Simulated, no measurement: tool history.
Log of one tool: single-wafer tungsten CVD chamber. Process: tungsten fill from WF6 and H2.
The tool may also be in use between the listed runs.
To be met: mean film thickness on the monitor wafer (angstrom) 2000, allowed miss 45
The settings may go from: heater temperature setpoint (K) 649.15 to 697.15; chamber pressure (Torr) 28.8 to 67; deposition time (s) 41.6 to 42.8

| run | hour | heater temperature setpoint (K) | chamber pressure (Torr) | deposition time (s) | mean film thickness on the monitor wafer (angstrom) |
|---|---|---|---|---|---|
| 1 | 0 | 673.15 | 47.9 | 41.6 | 1522.1 |
| 2 | 1.2 | 673.15 | 47.9 | 41.6 | 1512.9 |
| 3 | 5.6 | 665.15 | 47.9 | 41.6 | 1319.6 |
| 4 | 10 | 667.15 | 48 | 41.6 | 1373.8 |
| 5 | 17 | 669.15 | 48.1 | 41.6 | 1418.1 |
| 6 | 20.1 | 659.15 | 48.1 | 41.6 | 1201.3 |
| 7 | 21.9 | 662.15 | 48.3 | 41.6 | 1268.6 |
| 8 | 27.8 | 662.15 | 48.3 | 41.6 | 1266.1 |
| 9 | 33.3 | 665.15 | 48.5 | 41.6 | 1335.1 |

5 next moves are on the table. One of them brings every result within its allowed miss. Which?
| A | 38.8 | 687.15 | 45.8 | 42.8 | ? |
| B | 38.8 | 684.15 | 54.6 | 42.8 | ? |
| C | 38.8 | 679.15 | 56.2 | 42.8 | ? |
| D | 38.8 | 679.15 | 55.2 | 42.8 | ? |
| E | 38.8 | 679.15 | 58.4 | 42.8 | ? |

| move | mean film thickness on the monitor wafer (angstrom) |
|---|---|
| A | 1891.3 |
| B | 1987.9 |
| C | 1866.4 |
| D | 1849.3 |
| E | 1903.5 |
A: nearer than the last run, and not there yet
B: meets every target
C: nearer than the last run, and not there yet
D: nearer than the last run, and not there yet
E: nearer than the last run, and not there yet
The right move is B.
